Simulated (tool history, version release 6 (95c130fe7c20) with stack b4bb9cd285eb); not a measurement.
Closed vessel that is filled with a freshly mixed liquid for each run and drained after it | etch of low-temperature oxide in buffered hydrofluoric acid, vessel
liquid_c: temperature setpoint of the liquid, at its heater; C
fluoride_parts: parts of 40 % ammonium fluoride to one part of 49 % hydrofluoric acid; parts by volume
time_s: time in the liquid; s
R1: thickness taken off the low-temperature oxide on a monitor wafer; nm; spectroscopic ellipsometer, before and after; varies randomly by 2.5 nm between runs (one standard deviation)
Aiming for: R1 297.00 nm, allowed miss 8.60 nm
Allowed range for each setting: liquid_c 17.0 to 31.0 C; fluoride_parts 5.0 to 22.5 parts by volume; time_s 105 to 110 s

Run 1, hour 0.0: liquid_c 23.0 C, fluoride_parts 13.5 parts by volume, time_s 105 s. Result: R1 338.57 nm.
Run 2, hour 0.9: liquid_c 26.0 C, fluoride_parts 13.5 parts by volume, time_s 105 s. Result: R1 402.13 nm.
Run 3, hour 8.9: liquid_c 26.0 C, fluoride_parts 13.5 parts by volume, time_s 110 s. Result: R1 428.54 nm.
Run 4, hour 13.8: liquid_c 24.0 C, fluoride_parts 13.5 parts by volume, time_s 110 s. Result: R1 379.94 nm.
Run 5, hour 17.1: liquid_c 26.0 C, fluoride_parts 13.5 parts by volume, time_s 110 s. Result: R1 420.25 nm.
Run 6, hour 20.4: liquid_c 24.5 C, fluoride_parts 13.5 parts by volume, time_s 110 s. Result: R1 388.94 nm.
Run 7, hour 28.3: liquid_c 23.5 C, fluoride_parts 13.5 parts by volume, time_s 110 s. Result: R1 369.88 nm.
Run 8, hour 32.9: liquid_c 22.5 C, fluoride_parts 13.5 parts by volume, time_s 110 s. Result: R1 351.43 nm.
Run 9, hour 39.0: liquid_c 22.0 C, fluoride_parts 13.5 parts by volume, time_s 110 s. Result: R1 341.68 nm.
Run 10, hour 44.4: liquid_c 21.5 C, fluoride_parts 13.5 parts by volume, time_s 110 s. Result: R1 335.33 nm.
Run 11, hour 46.7: liquid_c 21.0 C, fluoride_parts 13.5 parts by volume, time_s 110 s. Result: R1 323.15 nm.
Run 12, hour 48.6: liquid_c 20.5 C, fluoride_parts 13.5 parts by volume, time_s 110 s. Result: R1 312.59 nm.

Exactly one of the 5 candidate moves below puts every result within its allowed miss. Which one?
Run A, hour 50.5: liquid_c 18.5 C, fluoride_parts 11.0 parts by volume, time_s 105 s. Result: R1 ?.
Run B, hour 50.5: liquid_c 19.5 C, fluoride_parts 12.0 parts by volume, time_s 105 s. Result: R1 ?.
Run C, hour 50.5: liquid_c 21.0 C, fluoride_parts 16.0 parts by volume, time_s 110 s. Result: R1 ?.
Run D, hour 50.5: liquid_c 20.5 C, fluoride_parts 13.5 parts by volume, time_s 105 s. Result: R1 ?.
Run E, hour 50.5: liquid_c 19.5 C, fluoride_parts 14.5 parts by volume, time_s 110 s. Result: R1 ?.

move      R1
   A  327.08
   B  317.85
   C  273.03
   D  299.53
   E  276.58
A: lands further from the targets than the last run did
B: lands further from the targets than the last run did
C: the result that was furthest off in the last run now lies on the other side of its target
D: in spec on every target
E: the result that was furthest off in the last run now lies on the other side of its target
Go with D: it meets all targets.

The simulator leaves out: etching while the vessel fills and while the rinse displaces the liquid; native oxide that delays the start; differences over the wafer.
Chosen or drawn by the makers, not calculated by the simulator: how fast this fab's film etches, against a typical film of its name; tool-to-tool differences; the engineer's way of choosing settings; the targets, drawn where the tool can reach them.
